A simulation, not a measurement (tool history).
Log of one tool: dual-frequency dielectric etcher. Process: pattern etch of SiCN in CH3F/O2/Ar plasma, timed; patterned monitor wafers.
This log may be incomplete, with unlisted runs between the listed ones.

run  hour  source power (W)  bias power (W)  etch time (s)  mean etch depth across the wafer (Å)
  1   0.0               440              87           41.5                                175.23
  2   3.8               480              89           41.5                                181.93
  3   7.3               480              89           41.5                                182.66
  4  14.0               510              90           41.5                                185.18
  5  15.0               530              94           41.5                                191.06
  6  16.4               500              94           41.5                                187.84
  7  21.3               520              96           41.5                                193.02
  8  23.1               540              97           41.5                                197.82
  9  28.2               550              97           41.5                                198.94
 10  33.9               560              97           41.5                                197.18

What does the tool deliver on the next run?
 11  38.2               560              97           41.5                                     ?

mean etch depth across the wafer (Å): 198.48
